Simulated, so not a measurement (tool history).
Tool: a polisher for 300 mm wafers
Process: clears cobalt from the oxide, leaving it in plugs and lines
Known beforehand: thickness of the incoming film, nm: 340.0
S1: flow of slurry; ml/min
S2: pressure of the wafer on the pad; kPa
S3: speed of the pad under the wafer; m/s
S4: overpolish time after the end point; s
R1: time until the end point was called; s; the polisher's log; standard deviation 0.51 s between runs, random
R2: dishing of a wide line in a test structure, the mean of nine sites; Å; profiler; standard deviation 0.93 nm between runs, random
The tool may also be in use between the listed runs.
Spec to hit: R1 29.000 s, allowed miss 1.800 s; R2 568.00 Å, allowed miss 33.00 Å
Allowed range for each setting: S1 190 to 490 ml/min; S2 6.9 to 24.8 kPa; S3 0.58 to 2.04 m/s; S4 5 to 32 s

run 1 hour=0.0 | S1=315 S2=15.9 S3=1.30 S4=16 | R1=41.369 R2=623.67
run 2 hour=7.7 | S1=315 S2=17.2 S3=1.32 S4=14 | R1=39.402 R2=635.52
run 3 hour=13.6 | S1=385 S2=17.2 S3=1.32 S4=14 | R1=38.473 R2=640.62
run 4 hour=14.9 | S1=385 S2=13.8 S3=1.32 S4=14 | R1=47.025 R2=601.25
run 5 hour=20.7 | S1=385 S2=15.9 S3=1.32 S4=14 | R1=40.857 R2=616.62
run 6 hour=26.7 | S1=385 S2=17.9 S3=1.32 S4=12 | R1=37.357 R2=612.76
run 7 hour=34.1 | S1=380 S2=19.3 S3=1.32 S4=10 | R1=34.178 R2=591.28
run 8 hour=40.0 | S1=380 S2=22.1 S3=1.34 S4=6 | R1=30.812 R2=475.64
run 9 hour=48.3 | S1=380 S2=20.7 S3=1.48 S4=10 | R1=30.245 R2=616.24

Which of these 5 next moves meets every target?
run A hour=56.6 | S1=415 S2=24.8 S3=1.58 S4=7 | R1=? R2=?
run B hour=56.6 | S1=350 S2=21.4 S3=1.50 S4=8 | R1=? R2=?
run C hour=56.6 | S1=370 S2=24.1 S3=1.64 S4=5 | R1=? R2=?
run D hour=56.6 | S1=400 S2=18.6 S3=2.04 S4=7 | R1=? R2=?
run E hour=56.6 | S1=365 S2=24.8 S3=1.60 S4=5 | R1=? R2=?

move=A R1=23.560 R2=583.09
move=B R1=28.254 R2=570.10
move=C R1=23.688 R2=485.75
move=D R1=25.103 R2=565.61
move=E R1=23.543 R2=487.51
A: puts the biggest miss on target and leaves a different result outside tolerance
B: meets every target
C: takes the biggest miss from the last run beyond its target
D: puts the biggest miss on target and leaves a different result outside tolerance
E: takes the biggest miss from the last run beyond its target
The right move is B.

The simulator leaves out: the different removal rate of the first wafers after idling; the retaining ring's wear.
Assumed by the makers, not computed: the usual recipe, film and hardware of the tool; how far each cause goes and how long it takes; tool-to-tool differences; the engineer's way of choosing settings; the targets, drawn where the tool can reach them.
